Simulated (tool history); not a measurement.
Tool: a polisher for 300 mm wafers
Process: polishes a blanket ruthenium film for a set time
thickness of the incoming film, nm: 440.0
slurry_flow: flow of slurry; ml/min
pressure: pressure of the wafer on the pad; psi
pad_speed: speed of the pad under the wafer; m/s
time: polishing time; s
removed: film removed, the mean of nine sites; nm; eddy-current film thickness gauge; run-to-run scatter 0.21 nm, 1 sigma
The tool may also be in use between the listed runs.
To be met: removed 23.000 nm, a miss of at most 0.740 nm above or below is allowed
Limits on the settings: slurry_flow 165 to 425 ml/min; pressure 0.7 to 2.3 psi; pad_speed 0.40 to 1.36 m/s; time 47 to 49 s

run    day  slurry_flow  pressure  pad_speed  time  removed
  1  0.000          275       1.5       0.88    47   27.667
  2  0.279          275       1.4       0.88    47   26.049
  3  0.588          275       1.3       0.88    47   24.784
  4  0.808          275       1.6       0.88    47   29.718
  5  1.033          275       1.6       1.06    47   35.008
  6  1.112          275       1.4       1.06    47   31.271
  7  1.350          275       1.3       1.06    47   29.675
  8  1.392          275       1.3       1.06    47   29.296
  9  1.675          275       1.2       1.06    47   28.073
 10  1.762          270       0.8       1.04    47   19.814
     1.792  -- worn pad replaced by a new one
 11  1.792          275       0.9       1.04    47   24.588
 12  2.046          265       0.9       1.04    47   24.281
 13  2.254          245       0.8       1.04    47   21.914
 14  2.617          245       0.9       1.04    47   24.441
 15  2.946          255       0.9       1.04    47   24.428
 16  3.117          265       0.9       1.04    47   24.524

Below are 5 possible settings for the next run. Only one of them brings all results inside the allowed miss of their targets. Which is it?
  A  3.288          275       0.9       1.14    48        ?
  B  3.288          250       0.9       1.06    47        ?
  C  3.288          245       1.0       1.00    49        ?
  D  3.288          270       1.0       1.02    47        ?
  E  3.288          165       1.0       0.98    47        ?

move  removed
   A   26.826
   B   24.204
   C   25.841
   D   25.554
   E   22.841
A: lands further from the targets than the last run did
B: moves toward the targets from the last run without getting all of them in spec
C: lands further from the targets than the last run did
D: lands further from the targets than the last run did
E: meets every target
E is the move that brings every result within its allowed miss.
